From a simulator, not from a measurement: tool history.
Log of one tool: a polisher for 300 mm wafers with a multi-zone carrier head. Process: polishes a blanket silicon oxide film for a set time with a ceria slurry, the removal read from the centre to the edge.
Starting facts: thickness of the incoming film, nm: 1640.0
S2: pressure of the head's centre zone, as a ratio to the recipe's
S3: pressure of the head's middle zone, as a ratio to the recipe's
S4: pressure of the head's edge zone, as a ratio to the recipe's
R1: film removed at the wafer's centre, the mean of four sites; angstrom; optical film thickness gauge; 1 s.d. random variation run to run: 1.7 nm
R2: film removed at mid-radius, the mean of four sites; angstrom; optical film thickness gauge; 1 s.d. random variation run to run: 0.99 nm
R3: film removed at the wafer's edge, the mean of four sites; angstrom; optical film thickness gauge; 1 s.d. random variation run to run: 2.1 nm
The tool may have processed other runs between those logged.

Run 1, hour 0.0: flow of slurry (ml/min) 315, S2 1.00, S3 1.00, S4 1.00, polishing time (s) 40. Result: R1 1006.20 angstrom, R2 1035.0 angstrom, R3 1019.2 angstrom.
Run 2, hour 3.6: flow of slurry (ml/min) 320, S2 0.97, S3 1.04, S4 1.04, polishing time (s) 43. Result: R1 1047.40 angstrom, R2 1127.8 angstrom, R3 1145.2 angstrom.
Run 3, hour 8.1: flow of slurry (ml/min) 325, S2 0.94, S3 1.08, S4 1.03, polishing time (s) 45. Result: R1 1029.70 angstrom, R2 1239.8 angstrom, R3 1183.4 angstrom.
Run 4, hour 14.0: flow of slurry (ml/min) 325, S2 0.94, S3 1.02, S4 1.03, polishing time (s) 45. Result: R1 1075.00 angstrom, R2 1174.5 angstrom, R3 1179.0 angstrom.
Run 5, hour 22.6: flow of slurry (ml/min) 325, S2 0.94, S3 1.02, S4 0.95, polishing time (s) 45. Result: R1 1038.40 angstrom, R2 1175.2 angstrom, R3 1149.0 angstrom.
At hour 28.7: edge zone pressure recalibrated.
Run 6, hour 28.7: flow of slurry (ml/min) 325, S2 0.88, S3 1.02, S4 0.95, polishing time (s) 45. Result: R1 992.07 angstrom, R2 1176.2 angstrom, R3 1079.2 angstrom.
Run 7, hour 31.8: flow of slurry (ml/min) 335, S2 0.90, S3 1.06, S4 0.98, polishing time (s) 47. Result: R1 1048.70 angstrom, R2 1264.8 angstrom, R3 1173.6 angstrom.

Run 8 comes next. What will it give?
Run 8, hour 33.7: flow of slurry (ml/min) 325, S2 0.90, S3 1.09, S4 1.01, polishing time (s) 49. Result: R1 ?, R2 ?, R3 ?.

R1: 1102.80 angstrom
R2: 1363.9 angstrom
R3: 1186.9 angstrom
